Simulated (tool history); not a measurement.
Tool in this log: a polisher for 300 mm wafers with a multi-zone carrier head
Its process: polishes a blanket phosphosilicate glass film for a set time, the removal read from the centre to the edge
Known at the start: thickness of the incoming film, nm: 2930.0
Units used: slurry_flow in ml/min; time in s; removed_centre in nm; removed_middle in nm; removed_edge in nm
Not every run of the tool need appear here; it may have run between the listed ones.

Run 1, hour 0: slurry_flow 315 ml/min, centre_zone 1, middle_zone 1, edge_zone 1, slurry_solids 1, time 73 s. Result: removed_centre 580.7 nm, removed_middle 578.9 nm, removed_edge 596.32 nm.
Run 2, hour 8.6: slurry_flow 330 ml/min, centre_zone 1.05, middle_zone 1.01, edge_zone 1.05, slurry_solids 1.05, time 73 s. Result: removed_centre 619.22 nm, removed_middle 600.49 nm, removed_edge 623.66 nm.
Run 3, hour 12.1: slurry_flow 330 ml/min, centre_zone 1.05, middle_zone 0.97, edge_zone 1.05, slurry_solids 1.05, time 73 s. Result: removed_centre 620.47 nm, removed_middle 591.47 nm, removed_edge 626.15 nm.
Run 4, hour 13.9: slurry_flow 330 ml/min, centre_zone 1.12, middle_zone 0.97, edge_zone 1.05, slurry_solids 1.05, time 73 s. Result: removed_centre 649.03 nm, removed_middle 579.2 nm, removed_edge 615.51 nm.
Run 5, hour 14.6: slurry_flow 330 ml/min, centre_zone 1.12, middle_zone 0.97, edge_zone 1.05, slurry_solids 1.05, time 55 s. Result: removed_centre 487.14 nm, removed_middle 440.7 nm, removed_edge 474.58 nm.
Run 6, hour 22.4: slurry_flow 375 ml/min, centre_zone 1.12, middle_zone 0.97, edge_zone 1.05, slurry_solids 1.05, time 55 s. Result: removed_centre 502.8 nm, removed_middle 446.21 nm, removed_edge 466.9 nm.

What will run 7 give?
Run 7, hour 27: slurry_flow 370 ml/min, centre_zone 1.14, middle_zone 0.98, edge_zone 1.08, slurry_solids 1.2, time 58 s. Result: removed_centre ?, removed_middle ?, removed_edge ?.

{"run 7": {"removed_centre": 567.27, "removed_middle": 500.48, "removed_edge": 538.38}}
